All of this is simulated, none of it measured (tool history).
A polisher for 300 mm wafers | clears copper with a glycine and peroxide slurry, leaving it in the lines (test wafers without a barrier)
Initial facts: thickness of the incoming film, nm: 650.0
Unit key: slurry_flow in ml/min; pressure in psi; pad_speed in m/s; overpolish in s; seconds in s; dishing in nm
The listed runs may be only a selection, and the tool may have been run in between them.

| run | hour | slurry_flow | pressure | pad_speed | overpolish | seconds | dishing |
|---|---|---|---|---|---|---|---|
| 1 | 0 | 150 | 3.2 | 1.26 | 12 | 98.745 | 47.765 |
| 2 | 1.3 | 150 | 3.2 | 1.12 | 12 | 108.45 | 46.232 |
| 3 | 6.5 | 150 | 2.5 | 1.12 | 12 | 130.38 | 36.856 |
| 4 | 8 | 155 | 3 | 1.14 | 12 | 113.81 | 44.38 |
| 5 | 15.6 | 155 | 2.3 | 1.14 | 12 | 134.7 | 37.929 |
| 6 | 19.7 | 160 | 2.9 | 1.16 | 12 | 111.55 | 41.936 |
| 7 | 20.7 | 170 | 3.3 | 1.16 | 13 | 103.67 | 47.574 |
| 8 | 26 | 170 | 3.7 | 1.18 | 13 | 92.484 | 55.092 |
| 9 | 33.1 | 170 | 4 | 1.18 | 13 | 87.109 | 56.548 |
| 10 | 38.1 | 170 | 4.2 | 1.2 | 13 | 81.687 | 60.604 |

Forecast run 11:
| 11 | 42.9 | 185 | 4.9 | 1.2 | 15 | ? | ? |

Run 11 came out at seconds 72.808 s, dishing 73.463 nm.
